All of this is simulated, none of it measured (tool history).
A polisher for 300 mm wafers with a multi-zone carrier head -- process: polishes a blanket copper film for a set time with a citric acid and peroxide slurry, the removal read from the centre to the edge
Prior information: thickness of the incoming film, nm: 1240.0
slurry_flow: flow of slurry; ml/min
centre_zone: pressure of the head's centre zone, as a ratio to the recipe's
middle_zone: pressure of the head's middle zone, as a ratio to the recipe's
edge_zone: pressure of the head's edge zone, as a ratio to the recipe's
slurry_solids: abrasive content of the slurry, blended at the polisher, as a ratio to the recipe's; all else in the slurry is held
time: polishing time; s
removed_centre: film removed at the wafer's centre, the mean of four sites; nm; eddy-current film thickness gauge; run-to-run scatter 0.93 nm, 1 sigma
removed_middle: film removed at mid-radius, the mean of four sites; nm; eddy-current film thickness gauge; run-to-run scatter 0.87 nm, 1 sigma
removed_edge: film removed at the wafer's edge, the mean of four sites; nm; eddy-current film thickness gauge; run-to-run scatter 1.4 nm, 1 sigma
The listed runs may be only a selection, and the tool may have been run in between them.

{"run": 1, "hour": 0.0, "slurry_flow": 220, "centre_zone": 1.0, "middle_zone": 1.0, "edge_zone": 1.0, "slurry_solids": 1.0, "time": 67, "removed_centre": 122.04, "removed_middle": 119.61, "removed_edge": 127.59}
{"run": 2, "hour": 6.9, "slurry_flow": 215, "centre_zone": 0.98, "middle_zone": 0.96, "edge_zone": 0.97, "slurry_solids": 0.9, "time": 66, "removed_centre": 117.22, "removed_middle": 110.94, "removed_edge": 117.16}
{"run": 3, "hour": 15.4, "slurry_flow": 215, "centre_zone": 0.98, "middle_zone": 0.96, "edge_zone": 1.03, "slurry_solids": 0.9, "time": 66, "removed_centre": 115.03, "removed_middle": 110.97, "removed_edge": 121.47}
{"run": 4, "hour": 24.2, "slurry_flow": 215, "centre_zone": 0.98, "middle_zone": 0.96, "edge_zone": 1.07, "slurry_solids": 0.9, "time": 66, "removed_centre": 115.14, "removed_middle": 110.95, "removed_edge": 120.63}
{"run": 5, "hour": 29.6, "slurry_flow": 215, "centre_zone": 0.95, "middle_zone": 0.96, "edge_zone": 1.07, "slurry_solids": 0.9, "time": 66, "removed_centre": 112.06, "removed_middle": 112.79, "removed_edge": 122.55}
{"run": 6, "hour": 36.6, "slurry_flow": 235, "centre_zone": 0.95, "middle_zone": 0.96, "edge_zone": 1.07, "slurry_solids": 0.9, "time": 66, "removed_centre": 110.63, "removed_middle": 113.93, "removed_edge": 125.55}
{"run": 7, "hour": 39.1, "slurry_flow": 225, "centre_zone": 0.94, "middle_zone": 0.93, "edge_zone": 1.07, "slurry_solids": 0.85, "time": 66, "removed_centre": 109.34, "removed_middle": 106.95, "removed_edge": 120.69}
{"run": 8, "hour": 40.9, "slurry_flow": 215, "centre_zone": 0.93, "middle_zone": 0.91, "edge_zone": 1.06, "slurry_solids": 0.8, "time": 66, "removed_centre": 107.06, "removed_middle": 104.74, "removed_edge": 116.96}

Forecast run 9:
{"run": 9, "hour": 48.4, "slurry_flow": 210, "centre_zone": 0.92, "middle_zone": 0.89, "edge_zone": 1.06, "slurry_solids": 0.75, "time": 66, "removed_centre": "?", "removed_middle": "?", "removed_edge": "?"}

removed_centre: 103.02 nm
removed_middle: 100.15 nm
removed_edge: 119.17 nm

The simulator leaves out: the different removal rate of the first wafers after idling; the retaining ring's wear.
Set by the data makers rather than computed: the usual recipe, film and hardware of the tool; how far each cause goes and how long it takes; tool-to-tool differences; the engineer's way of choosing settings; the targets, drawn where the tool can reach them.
